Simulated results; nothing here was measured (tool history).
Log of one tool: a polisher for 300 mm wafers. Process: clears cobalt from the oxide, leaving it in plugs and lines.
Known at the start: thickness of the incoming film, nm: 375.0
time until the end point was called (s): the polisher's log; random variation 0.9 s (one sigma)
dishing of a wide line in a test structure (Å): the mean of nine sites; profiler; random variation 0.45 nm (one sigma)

| run | hour | flow of slurry (ml/min) | pressure of the wafer on the pad (kPa) | speed of the pad under the wafer (m/s) | overpolish time after the end point (s) | time until the end point was called (s) | dishing of a wide line in a test structure (Å) |
|---|---|---|---|---|---|---|---|
| 1 | 0.0 | 275 | 15.2 | 0.78 | 15 | 83.020 | 366.72 |
| 2 | 3.5 | 275 | 18.6 | 0.78 | 15 | 68.540 | 421.36 |
| 3 | 6.5 | 275 | 16.5 | 0.78 | 14 | 76.331 | 389.01 |
| 4 | 9.1 | 275 | 16.5 | 0.78 | 10 | 75.353 | 319.31 |
| 5 | 17.8 | 275 | 17.9 | 0.78 | 10 | 70.192 | 335.75 |
| 6 | 26.4 | 275 | 15.9 | 0.78 | 10 | 78.890 | 310.94 |
| 7 | 33.6 | 275 | 14.5 | 0.78 | 10 | 85.370 | 279.10 |

Run 8 comes next. What will it give?
| 8 | 39.3 | 275 | 13.1 | 0.78 | 11 | ? | ? |

time until the end point was called (s): 95.345
dishing of a wide line in a test structure (Å): 292.79
